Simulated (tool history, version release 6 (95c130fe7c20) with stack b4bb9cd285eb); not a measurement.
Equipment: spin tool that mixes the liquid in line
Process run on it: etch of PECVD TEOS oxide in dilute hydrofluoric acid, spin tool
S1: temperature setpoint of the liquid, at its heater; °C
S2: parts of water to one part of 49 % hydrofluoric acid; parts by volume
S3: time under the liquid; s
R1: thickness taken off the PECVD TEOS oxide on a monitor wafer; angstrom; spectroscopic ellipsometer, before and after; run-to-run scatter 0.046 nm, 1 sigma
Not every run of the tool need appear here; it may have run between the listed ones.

run	hour	S1	S2	S3	R1
1	0.0	23.0	160	80	87.929
2	1.7	24.5	160	80	93.555
3	5.5	23.5	165	80	86.382
4	6.5	26.5	165	80	98.087
5	14.9	26.5	165	80	96.836
6	21.8	26.5	165	80	96.722

Forecast run 7:
7	25.8	25.0	170	80	?

{"run 7": {"R1": 87.936}}

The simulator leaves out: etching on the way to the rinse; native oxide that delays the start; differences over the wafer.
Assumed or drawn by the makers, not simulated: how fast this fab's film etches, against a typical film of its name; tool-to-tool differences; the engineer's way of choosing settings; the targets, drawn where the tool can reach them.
